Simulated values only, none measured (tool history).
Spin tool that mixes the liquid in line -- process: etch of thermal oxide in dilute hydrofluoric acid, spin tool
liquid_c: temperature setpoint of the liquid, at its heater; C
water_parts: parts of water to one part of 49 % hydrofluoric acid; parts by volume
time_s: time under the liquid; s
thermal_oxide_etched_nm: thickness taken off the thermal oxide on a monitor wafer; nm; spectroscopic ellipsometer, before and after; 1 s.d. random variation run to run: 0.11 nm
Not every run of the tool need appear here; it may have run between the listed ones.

run  hour  liquid_c  water_parts  time_s  thermal_oxide_etched_nm
  1   0.0      24.0          120     220                   7.3464
  2   4.5      24.0          145     220                   5.8941
  3   6.0      22.0          145     220                   5.4903
  4  14.2      23.5          130     220                   6.5455
  5  18.6      20.0          130     220                   5.6696
  6  26.2      22.0          115     220                   7.1091

Run 7 is up next; what results do you expect?
     32.5  -- hydrofluoric acid flow meter replaced
  7  32.5      23.5          105     220                        ?

Run 7 came out at thermal_oxide_etched_nm 9.2071 nm.
